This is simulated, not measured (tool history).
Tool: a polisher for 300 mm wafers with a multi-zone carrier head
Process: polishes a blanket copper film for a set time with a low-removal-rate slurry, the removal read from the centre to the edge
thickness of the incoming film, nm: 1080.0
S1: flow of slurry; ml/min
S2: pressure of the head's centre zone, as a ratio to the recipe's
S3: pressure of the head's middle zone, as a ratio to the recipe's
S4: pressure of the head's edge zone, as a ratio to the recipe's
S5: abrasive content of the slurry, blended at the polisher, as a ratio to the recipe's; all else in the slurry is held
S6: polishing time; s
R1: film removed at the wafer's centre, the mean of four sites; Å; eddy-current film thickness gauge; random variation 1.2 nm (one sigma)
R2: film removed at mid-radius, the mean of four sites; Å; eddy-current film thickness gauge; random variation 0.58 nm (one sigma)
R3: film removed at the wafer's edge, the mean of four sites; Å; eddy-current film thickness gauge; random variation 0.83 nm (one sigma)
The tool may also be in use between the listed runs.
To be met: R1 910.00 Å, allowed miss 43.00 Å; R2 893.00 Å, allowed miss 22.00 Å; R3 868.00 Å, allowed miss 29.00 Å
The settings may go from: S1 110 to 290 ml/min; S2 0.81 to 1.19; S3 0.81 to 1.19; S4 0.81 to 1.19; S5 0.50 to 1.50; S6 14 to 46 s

| run | hour | S1 | S2 | S3 | S4 | S5 | S6 | R1 | R2 | R3 |
|---|---|---|---|---|---|---|---|---|---|---|
| 1 | 0.0 | 185 | 1.00 | 1.00 | 1.00 | 1.00 | 30 | 1090.90 | 1117.80 | 1075.20 |
| 2 | 6.7 | 220 | 1.00 | 1.00 | 1.00 | 1.00 | 30 | 1096.30 | 1135.90 | 1082.00 |
| 3 | 14.0 | 220 | 1.00 | 1.00 | 1.00 | 1.00 | 25 | 930.50 | 944.14 | 930.04 |
| 4 | 23.0 | 220 | 1.00 | 1.00 | 1.00 | 1.00 | 31 | 1160.90 | 1182.30 | 1121.40 |
| 5 | 26.9 | 215 | 0.99 | 0.97 | 0.96 | 0.85 | 30 | 1051.70 | 1074.70 | 1039.40 |
| 6 | 33.5 | 215 | 0.99 | 0.97 | 1.04 | 0.85 | 30 | 1083.10 | 1084.10 | 1081.60 |
| 7 | 35.0 | 210 | 0.99 | 0.96 | 0.99 | 0.75 | 29 | 992.86 | 1012.20 | 996.30 |
| 8 | 39.7 | 205 | 1.00 | 0.94 | 0.95 | 0.70 | 29 | 1010.50 | 979.87 | 977.37 |
| 9 | 43.2 | 200 | 0.99 | 0.94 | 0.92 | 0.65 | 29 | 955.52 | 966.73 | 935.34 |

Which of these 4 next moves meets every target?
| A | 46.7 | 195 | 0.99 | 0.90 | 0.93 | 0.70 | 26 | ? | ? | ? |
| B | 46.7 | 235 | 0.81 | 0.82 | 0.97 | 0.65 | 28 | ? | ? | ? |
| C | 46.7 | 215 | 1.01 | 0.98 | 0.98 | 0.75 | 25 | ? | ? | ? |
| D | 46.7 | 275 | 0.85 | 0.88 | 0.95 | 0.90 | 24 | ? | ? | ? |

| move | R1 | R2 | R3 |
|---|---|---|---|
| A | 898.74 | 843.91 | 864.46 |
| B | 852.29 | 855.69 | 959.09 |
| C | 901.97 | 893.71 | 869.81 |
| D | 812.98 | 833.67 | 868.54 |
A: takes the result that was furthest off past its target
B: takes the result that was furthest off past its target
C: meets every target
D: takes the result that was furthest off past its target
The right move is C.
